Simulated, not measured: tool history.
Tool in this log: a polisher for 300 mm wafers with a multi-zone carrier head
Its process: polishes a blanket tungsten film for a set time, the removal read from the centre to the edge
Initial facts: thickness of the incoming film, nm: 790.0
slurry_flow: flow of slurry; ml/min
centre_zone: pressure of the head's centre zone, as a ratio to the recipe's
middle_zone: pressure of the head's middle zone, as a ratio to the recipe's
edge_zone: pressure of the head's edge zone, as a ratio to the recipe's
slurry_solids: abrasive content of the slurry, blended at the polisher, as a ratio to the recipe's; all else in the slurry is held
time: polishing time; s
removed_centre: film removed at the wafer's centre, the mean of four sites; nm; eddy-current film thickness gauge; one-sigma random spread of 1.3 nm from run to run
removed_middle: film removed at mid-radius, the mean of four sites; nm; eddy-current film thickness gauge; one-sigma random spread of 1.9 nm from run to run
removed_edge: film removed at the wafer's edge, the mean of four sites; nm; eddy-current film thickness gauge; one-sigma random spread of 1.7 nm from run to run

run 1 hour=0.0 | slurry_flow=280 centre_zone=1.00 middle_zone=1.00 edge_zone=1.00 slurry_solids=1.00 time=55 | removed_centre=243.67 removed_middle=240.12 removed_edge=241.91
run 2 hour=9.0 | slurry_flow=280 centre_zone=1.00 middle_zone=1.00 edge_zone=1.00 slurry_solids=1.15 time=55 | removed_centre=258.51 removed_middle=251.20 removed_edge=245.58
run 3 hour=12.2 | slurry_flow=280 centre_zone=1.00 middle_zone=0.92 edge_zone=1.00 slurry_solids=1.15 time=55 | removed_centre=254.74 removed_middle=231.14 removed_edge=248.41
run 4 hour=14.9 | slurry_flow=320 centre_zone=1.00 middle_zone=0.92 edge_zone=1.00 slurry_solids=1.15 time=55 | removed_centre=258.46 removed_middle=236.64 removed_edge=252.65
run 5 hour=18.4 | slurry_flow=320 centre_zone=1.00 middle_zone=0.92 edge_zone=1.00 slurry_solids=1.15 time=43 | removed_centre=199.21 removed_middle=181.86 removed_edge=192.43
run 6 hour=25.8 | slurry_flow=320 centre_zone=1.00 middle_zone=0.92 edge_zone=1.00 slurry_solids=1.15 time=31 | removed_centre=146.08 removed_middle=130.31 removed_edge=141.67
run 7 hour=29.3 | slurry_flow=325 centre_zone=1.01 middle_zone=0.93 edge_zone=1.01 slurry_solids=1.15 time=31 | removed_centre=147.21 removed_middle=133.85 removed_edge=141.55
run 8 hour=32.4 | slurry_flow=330 centre_zone=1.02 middle_zone=0.93 edge_zone=1.02 slurry_solids=1.20 time=31 | removed_centre=148.10 removed_middle=132.98 removed_edge=143.43
run 9 hour=35.0 | slurry_flow=330 centre_zone=1.03 middle_zone=0.93 edge_zone=1.02 slurry_solids=1.25 time=31 | removed_centre=151.66 removed_middle=137.23 removed_edge=143.23

What does the tool deliver on the next run?
run 10 hour=40.1 | slurry_flow=340 centre_zone=1.05 middle_zone=0.91 edge_zone=1.04 slurry_solids=1.35 time=32 | removed_centre=? removed_middle=? removed_edge=?

removed_centre: 165.43 nm
removed_middle: 143.27 nm
removed_edge: 153.64 nm
